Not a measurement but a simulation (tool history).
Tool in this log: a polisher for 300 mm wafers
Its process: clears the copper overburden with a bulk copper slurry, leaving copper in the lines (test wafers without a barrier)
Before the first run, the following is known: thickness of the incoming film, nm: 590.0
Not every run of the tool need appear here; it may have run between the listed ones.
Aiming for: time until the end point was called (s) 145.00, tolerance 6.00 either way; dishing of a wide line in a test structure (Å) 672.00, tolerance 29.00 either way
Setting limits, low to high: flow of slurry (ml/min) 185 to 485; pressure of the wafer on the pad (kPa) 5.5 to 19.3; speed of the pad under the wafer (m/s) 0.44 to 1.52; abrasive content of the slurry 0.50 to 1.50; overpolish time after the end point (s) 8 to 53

run,hour,flow of slurry (ml/min),pressure of the wafer on the pad (kPa),speed of the pad under the wafer (m/s),abrasive content of the slurry,overpolish time after the end point (s),time until the end point was called (s),dishing of a wide line in a test structure (Å)
1,0.0,310,12.4,0.98,1.00,27,107.93,720.45
2,3.3,310,11.7,0.98,1.00,29,116.51,731.61
3,8.4,310,11.7,0.98,1.00,38,112.74,869.78
4,12.9,235,11.7,0.98,1.00,38,118.34,856.57
5,19.6,235,13.1,0.98,1.00,38,105.59,931.12
6,20.3,235,11.7,0.98,1.00,37,117.67,827.75
7,26.4,235,11.0,0.98,1.00,37,123.77,776.47
8,27.1,230,10.3,0.98,1.00,37,133.52,742.77
9,29.9,230,9.0,0.98,1.00,35,152.06,670.08

Below are 5 possible settings for the next run. Only one of them brings all results inside the allowed miss of their targets. Which is it?
A,32.7,200,9.0,1.06,1.00,42,?,?
B,32.7,185,9.7,0.90,0.95,39,?,?
C,32.7,345,9.7,0.92,1.00,34,?,?
D,32.7,260,9.7,1.04,1.00,32,?,?
E,32.7,215,9.7,1.08,1.10,35,?,?

move,time until the end point was called (s),dishing of a wide line in a test structure (Å)
A,146.63,756.95
B,160.68,695.31
C,144.60,681.34
D,134.24,687.35
E,130.78,738.61
A: brings the last run's worst result on target, with another outside its allowed miss
B: moves away from the targets compared with the last run
C: every result within its allowed miss
D: carries the result that was furthest off beyond its target, to the other side
E: carries the result that was furthest off beyond its target, to the other side
Move C is the one to make.

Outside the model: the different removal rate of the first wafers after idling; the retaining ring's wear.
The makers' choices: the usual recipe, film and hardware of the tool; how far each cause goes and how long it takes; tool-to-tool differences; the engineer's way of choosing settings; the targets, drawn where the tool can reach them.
